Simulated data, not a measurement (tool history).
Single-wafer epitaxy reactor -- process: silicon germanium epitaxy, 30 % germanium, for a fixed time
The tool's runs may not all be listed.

run  hour  wafer temperature setpoint (pyrometer-controlled) (°C)  chamber pressure (Pa)  mean film thickness on the monitor wafer (Å)
  1   0.0                                                     585                   2880                                        472.04
  2   7.7                                                     588                   2893                                        494.57
  3  11.0                                                     580                   2893                                        430.08
  4  15.1                                                     574                   2893                                        385.37
  5  19.7                                                     574                   2693                                        370.18
  6  26.9                                                     574                   3026                                        387.10
  7  35.2                                                     579                   3053                                        433.23

Estimate the outcome of run 8 from the log above:
  8  39.0                                                     583                   3066                                             ?

Run 8 yielded mean film thickness on the monitor wafer (Å) 464.28.
